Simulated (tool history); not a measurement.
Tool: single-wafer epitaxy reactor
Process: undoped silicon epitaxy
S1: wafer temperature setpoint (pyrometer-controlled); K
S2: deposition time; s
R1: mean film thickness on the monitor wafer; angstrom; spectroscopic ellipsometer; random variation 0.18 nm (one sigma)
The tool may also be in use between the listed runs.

run	hour	S1	S2	R1
1	0	908.15	364	386.03
2	5	914.15	364	450.01
3	8.1	914.15	330	407.47
4	14.8	919.15	337	471.57
5	22.1	919.15	288	404.27
6	24.3	919.15	247	346.04
7	28.6	923.15	277	429.9
8	33.3	932.15	335	648.3
9	40	932.15	339	658.84

Run 10 comes next. What will it give?
10	44.2	932.15	341	?

R1: 659.45 angstrom
